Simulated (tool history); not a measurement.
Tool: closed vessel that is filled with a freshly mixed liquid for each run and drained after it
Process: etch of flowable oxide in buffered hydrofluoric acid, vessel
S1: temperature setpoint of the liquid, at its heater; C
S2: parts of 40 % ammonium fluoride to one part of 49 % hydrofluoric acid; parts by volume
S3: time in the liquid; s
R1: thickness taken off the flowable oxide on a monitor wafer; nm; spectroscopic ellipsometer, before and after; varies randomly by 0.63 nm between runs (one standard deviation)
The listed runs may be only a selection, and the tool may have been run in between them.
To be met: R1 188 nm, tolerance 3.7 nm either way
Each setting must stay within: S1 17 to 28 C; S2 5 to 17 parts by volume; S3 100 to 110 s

run,hour,S1,S2,S3,R1
1,0,20,10.5,100,223.3
2,5.5,19,10.5,100,210.88
3,12.7,19,8.5,100,250.87
4,19,19,8.5,110,276.24
5,25.5,17,8.5,110,247.21
6,31.8,17,8.5,110,247.48
7,34.1,17,9.5,110,223.42
8,36.2,17,9.5,110,223.82
9,45.2,17,10,110,215.19
10,47.3,17,12,110,180.74

Which single option among these 4 for the next run brings every result within its allowed miss of target? Just one does.
A,49.4,17,12.5,110,?
B,49.4,17.5,12.5,110,?
C,49.4,17.5,11.5,110,?
D,49.4,20.5,13.5,105,?

move,R1
A,174.74
B,179.79
C,195.08
D,188.49
A: misses by more than the last run did
B: misses by more than the last run did
C: takes the biggest miss from the last run beyond its target
D: all results in spec
The right move is D.
